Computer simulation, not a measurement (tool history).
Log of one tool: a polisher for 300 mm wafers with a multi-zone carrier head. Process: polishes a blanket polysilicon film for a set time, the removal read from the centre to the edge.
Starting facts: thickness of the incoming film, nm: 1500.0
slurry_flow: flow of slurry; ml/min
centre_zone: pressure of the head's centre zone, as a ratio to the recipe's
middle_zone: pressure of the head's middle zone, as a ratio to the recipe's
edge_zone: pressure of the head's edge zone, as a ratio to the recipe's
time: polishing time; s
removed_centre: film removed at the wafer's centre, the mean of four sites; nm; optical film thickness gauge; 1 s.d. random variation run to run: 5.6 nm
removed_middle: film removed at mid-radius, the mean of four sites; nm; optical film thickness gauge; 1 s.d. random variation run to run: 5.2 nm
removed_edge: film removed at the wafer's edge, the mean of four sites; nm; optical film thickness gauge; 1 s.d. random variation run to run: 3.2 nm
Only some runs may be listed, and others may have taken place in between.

| run | hour | slurry_flow | centre_zone | middle_zone | edge_zone | time | removed_centre | removed_middle | removed_edge |
|---|---|---|---|---|---|---|---|---|---|
| 1 | 0.0 | 245 | 1.00 | 1.00 | 1.00 | 43 | 488.25 | 471.38 | 511.41 |
| 2 | 6.6 | 240 | 0.98 | 0.97 | 0.98 | 42 | 471.04 | 456.80 | 482.85 |
| 3 | 8.5 | 235 | 0.96 | 0.94 | 1.00 | 41 | 447.11 | 433.49 | 483.26 |
| 4 | 11.6 | 235 | 0.96 | 0.94 | 1.00 | 35 | 373.33 | 370.90 | 411.08 |
| 5 | 19.7 | 245 | 0.97 | 0.94 | 1.01 | 35 | 380.84 | 368.31 | 416.89 |
| 6 | 23.9 | 210 | 0.97 | 0.94 | 1.01 | 35 | 384.31 | 367.64 | 409.75 |

Expected results for the next run?
| 7 | 30.3 | 215 | 0.97 | 0.95 | 1.02 | 35 | ? | ? | ? |

{"run 7": {"removed_centre": 382.97, "removed_middle": 366.88, "removed_edge": 407.82}}

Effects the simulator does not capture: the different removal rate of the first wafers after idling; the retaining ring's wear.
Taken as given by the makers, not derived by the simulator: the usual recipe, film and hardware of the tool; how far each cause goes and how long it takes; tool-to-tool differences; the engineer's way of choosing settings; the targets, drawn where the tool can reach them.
